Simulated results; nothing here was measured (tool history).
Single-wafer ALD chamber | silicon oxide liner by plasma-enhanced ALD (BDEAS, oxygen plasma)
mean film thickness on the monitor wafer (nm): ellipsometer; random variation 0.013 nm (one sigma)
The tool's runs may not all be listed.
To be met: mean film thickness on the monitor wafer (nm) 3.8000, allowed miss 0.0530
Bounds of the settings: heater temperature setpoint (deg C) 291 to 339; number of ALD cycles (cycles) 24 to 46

| run | hour | heater temperature setpoint (deg C) | number of ALD cycles (cycles) | mean film thickness on the monitor wafer (nm) |
|---|---|---|---|---|
| 1 | 0.0 | 315 | 35 | 3.2271 |
| 2 | 4.4 | 314 | 36 | 3.2650 |
| 3 | 12.1 | 323 | 36 | 3.2409 |
| 4 | 13.1 | 321 | 37 | 3.3365 |
| 5 | 15.1 | 330 | 37 | 3.2981 |
| 6 | 18.1 | 321 | 37 | 3.3492 |
| 7 | 27.1 | 320 | 38 | 3.4484 |
| 8 | 34.1 | 319 | 39 | 3.5427 |
| 9 | 42.0 | 318 | 39 | 3.5464 |
| 10 | 45.8 | 317 | 39 | 3.5567 |

Which of these 4 next moves meets every target?
| A | 49.6 | 324 | 43 | ? |
| B | 49.6 | 310 | 40 | ? |
| C | 49.6 | 322 | 42 | ? |
| D | 49.6 | 317 | 43 | ? |

| move | mean film thickness on the monitor wafer (nm) |
|---|---|
| A | 3.8888 |
| B | 3.6818 |
| C | 3.8080 |
| D | 3.9234 |
A: takes the result that was furthest off past its target
B: nearer than the last run, and not there yet
C: meets every target
D: takes the result that was furthest off past its target
Answer: C

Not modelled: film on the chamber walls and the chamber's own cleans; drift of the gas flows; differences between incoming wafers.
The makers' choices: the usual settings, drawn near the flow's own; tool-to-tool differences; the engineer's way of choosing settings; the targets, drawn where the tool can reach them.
